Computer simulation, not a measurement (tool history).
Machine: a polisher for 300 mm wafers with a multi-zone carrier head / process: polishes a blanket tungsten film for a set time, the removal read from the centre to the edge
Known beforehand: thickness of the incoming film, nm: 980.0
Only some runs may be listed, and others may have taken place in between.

run,day,flow of slurry (ml/min),pressure of the head's centre zone,pressure of the head's middle zone,pressure of the head's edge zone,abrasive content of the slurry,polishing time (s),film removed at the wafer's centre (angstrom),film removed at mid-radius (angstrom),film removed at the wafer's edge (angstrom)
1,0,130,1,1,1,1,41,1399.7,1389.8,1378.7
2,0.312,125,1.01,0.99,0.99,1,41,1396.1,1418.7,1352.3
3,0.667,125,0.93,0.99,0.99,1,41,1292,1399.3,1358
4,0.862,125,0.85,0.99,0.99,1,41,1150.4,1379.9,1369.7
5,0.962,125,0.85,0.99,0.99,1,32,899.03,1096,1069.4
6,1.112,130,0.88,0.98,1,1,32,947.7,1078.3,1081.3
7,1.354,135,0.9,0.98,1.01,1,32,1000.4,1089.8,1090.2
8,1.479,140,0.91,0.98,1.02,1,32,1026.8,1086.7,1104.4

Estimate the outcome of run 9 from the log above:
9,1.538,145,0.92,0.98,1.03,1,32,?,?,?

film removed at the wafer's centre (angstrom): 1028.1
film removed at mid-radius (angstrom): 1085.4
film removed at the wafer's edge (angstrom): 1117.7

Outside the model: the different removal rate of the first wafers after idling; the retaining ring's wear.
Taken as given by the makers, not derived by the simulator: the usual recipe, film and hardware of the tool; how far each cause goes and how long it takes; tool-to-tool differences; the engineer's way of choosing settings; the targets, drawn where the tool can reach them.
